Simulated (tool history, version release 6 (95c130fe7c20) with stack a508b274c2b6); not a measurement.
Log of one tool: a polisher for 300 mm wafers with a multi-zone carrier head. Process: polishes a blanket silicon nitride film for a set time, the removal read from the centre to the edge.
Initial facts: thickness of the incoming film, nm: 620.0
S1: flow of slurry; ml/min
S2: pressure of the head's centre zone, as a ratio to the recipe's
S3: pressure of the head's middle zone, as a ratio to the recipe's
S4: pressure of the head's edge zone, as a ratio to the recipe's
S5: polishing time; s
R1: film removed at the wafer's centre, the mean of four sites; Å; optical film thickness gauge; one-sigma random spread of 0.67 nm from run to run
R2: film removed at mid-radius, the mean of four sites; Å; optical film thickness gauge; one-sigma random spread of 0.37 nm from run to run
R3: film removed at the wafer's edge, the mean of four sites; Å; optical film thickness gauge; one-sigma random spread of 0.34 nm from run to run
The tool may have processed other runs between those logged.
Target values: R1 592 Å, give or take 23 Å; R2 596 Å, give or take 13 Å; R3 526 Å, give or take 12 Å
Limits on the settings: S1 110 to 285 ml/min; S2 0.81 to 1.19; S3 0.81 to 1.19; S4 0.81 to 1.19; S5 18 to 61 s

Run 1, hour 0: S1 180 ml/min, S2 1, S3 1, S4 1, S5 39 s. Result: R1 632.52 Å, R2 627.59 Å, R3 630.93 Å.
Run 2, hour 0.6: S1 180 ml/min, S2 1, S3 1, S4 0.94, S5 39 s. Result: R1 636.29 Å, R2 640.53 Å, R3 612.15 Å.
Run 3, hour 4.9: S1 165 ml/min, S2 1.01, S3 1, S4 0.9, S5 38 s. Result: R1 603.31 Å, R2 608.44 Å, R3 584.5 Å.
Run 4, hour 10.7: S1 165 ml/min, S2 1.01, S3 1, S4 0.87, S5 38 s. Result: R1 604.95 Å, R2 612.82 Å, R3 568.68 Å.
Run 5, hour 15.3: S1 165 ml/min, S2 1.05, S3 1, S4 0.87, S5 38 s. Result: R1 643.57 Å, R2 611.52 Å, R3 569.88 Å.
Run 6, hour 16.2: S1 205 ml/min, S2 1.05, S3 1, S4 0.87, S5 38 s. Result: R1 666.55 Å, R2 637.79 Å, R3 588.19 Å.
Run 7, hour 22.4: S1 185 ml/min, S2 1.05, S3 1.01, S4 0.85, S5 38 s. Result: R1 659.93 Å, R2 620.64 Å, R3 571 Å.
Run 8, hour 31.4: S1 170 ml/min, S2 1.04, S3 1.02, S4 0.84, S5 38 s. Result: R1 624.07 Å, R2 624.64 Å, R3 564.87 Å.
Run 9, hour 31.9: S1 160 ml/min, S2 1.05, S3 1.03, S4 0.83, S5 38 s. Result: R1 646.69 Å, R2 619.5 Å, R3 556.84 Å.
Run 10, hour 36.2: S1 150 ml/min, S2 1.04, S3 1.04, S4 0.82, S5 38 s. Result: R1 607.69 Å, R2 622.38 Å, R3 551.05 Å.
Run 11, hour 37.7: S1 145 ml/min, S2 1.05, S3 1.04, S4 0.82, S5 38 s. Result: R1 606.06 Å, R2 616.97 Å, R3 557.19 Å.
Run 12, hour 45.9: S1 145 ml/min, S2 1.05, S3 1.04, S4 0.82, S5 38 s. Result: R1 627.6 Å, R2 613.53 Å, R3 554.67 Å.
Run 13, hour 48.9: S1 120 ml/min, S2 1.04, S3 1.07, S4 0.81, S5 36 s. Result: R1 561.58 Å, R2 576.87 Å, R3 502.32 Å.
Run 14, hour 55: S1 130 ml/min, S2 1.04, S3 1.07, S4 0.82, S5 36 s. Result: R1 568.21 Å, R2 584.99 Å, R3 511.2 Å.

Next run, 5 choices. One meets every target within its allowed miss, the rest don't. Which?
Run A, hour 61.1: S1 145 ml/min, S2 1.07, S3 1.07, S4 0.86, S5 36 s. Result: R1 ?, R2 ?, R3 ?.
Run B, hour 61.1: S1 170 ml/min, S2 1.1, S3 0.95, S4 0.82, S5 36 s. Result: R1 ?, R2 ?, R3 ?.
Run C, hour 61.1: S1 155 ml/min, S2 1.06, S3 1.05, S4 0.81, S5 34 s. Result: R1 ?, R2 ?, R3 ?.
Run D, hour 61.1: S1 115 ml/min, S2 0.96, S3 1.02, S4 0.9, S5 37 s. Result: R1 ?, R2 ?, R3 ?.
Run E, hour 61.1: S1 120 ml/min, S2 1.05, S3 1.14, S4 0.87, S5 34 s. Result: R1 ?, R2 ?, R3 ?.

move      R1      R2      R3
   A  598.09   601.6  532.15
   B  632.45  558.15  531.65
   C  566.53  565.45  493.53
   D  524.56  568.85   541.9
   E  533.13  579.45  492.45
A: in spec on every target
B: puts the biggest miss on target and leaves a different result outside tolerance
C: lands further from the targets than the last run did
D: pushes the last run's worst result past its target
E: lands further from the targets than the last run did
A meets every target.
